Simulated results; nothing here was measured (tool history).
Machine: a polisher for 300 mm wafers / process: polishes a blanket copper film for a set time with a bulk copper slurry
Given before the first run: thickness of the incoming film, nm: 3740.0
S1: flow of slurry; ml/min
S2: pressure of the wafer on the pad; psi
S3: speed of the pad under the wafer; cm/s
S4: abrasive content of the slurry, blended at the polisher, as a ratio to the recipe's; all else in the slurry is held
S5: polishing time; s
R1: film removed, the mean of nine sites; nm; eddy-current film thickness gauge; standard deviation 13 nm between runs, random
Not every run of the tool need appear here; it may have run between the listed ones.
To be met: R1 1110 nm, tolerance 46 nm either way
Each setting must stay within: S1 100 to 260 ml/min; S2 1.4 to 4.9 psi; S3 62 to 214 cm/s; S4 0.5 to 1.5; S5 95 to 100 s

run  hour   S1   S2   S3    S4  S5      R1
  1     0  165  3.1  138     1  95  1547.3
  2   0.6  165  2.8  138     1  95  1401.4
  3   5.7  165  2.8  162     1  95  1646.5
  4   7.4  165  2.8  162     1  95  1652.7
  5   8.9  165  2.8  162  0.85  95  1560.7
  6  15.1  165  2.5  162  0.85  95  1395.4
  7  20.8  155  1.8  160  0.85  95  1007.5
  8  24.4  160  1.8  160  0.85  95  1022.5

Consider the 4 candidate settings below. Which is the only one whose results all fall within their allowed miss of target?
  A    28  120    2  138   0.9  95   ?
  B    28  190  1.6  156  1.05  95   ?
  C    28  140  1.9  172  0.75  98   ?
  D    28  185  1.8  138   0.9  98   ?

move      R1
   A  932.58
   B  958.47
   C  1135.1
   D   947.7
A: lands further from the targets than the last run did
B: lands further from the targets than the last run did
C: each result inside its tolerance
D: lands further from the targets than the last run did
The right move is C.
